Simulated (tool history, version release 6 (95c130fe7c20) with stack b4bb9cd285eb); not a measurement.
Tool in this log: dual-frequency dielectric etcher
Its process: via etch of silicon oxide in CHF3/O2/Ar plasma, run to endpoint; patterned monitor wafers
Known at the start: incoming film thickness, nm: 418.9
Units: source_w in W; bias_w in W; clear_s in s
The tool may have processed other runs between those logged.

{"run": 1, "day": 0.0, "source_w": 620, "bias_w": 165, "clear_s": 221.47}
{"run": 2, "day": 0.079, "source_w": 580, "bias_w": 160, "clear_s": 227.8}
{"run": 3, "day": 0.171, "source_w": 540, "bias_w": 154, "clear_s": 239.92}
{"run": 4, "day": 0.471, "source_w": 520, "bias_w": 152, "clear_s": 245.73}
{"run": 5, "day": 0.671, "source_w": 520, "bias_w": 135, "clear_s": 248.83}
{"run": 6, "day": 0.967, "source_w": 520, "bias_w": 154, "clear_s": 239.58}

What does the tool deliver on the next run?
{"run": 7, "day": 0.992, "source_w": 500, "bias_w": 151, "clear_s": "?"}

clear_s: 248.51 s
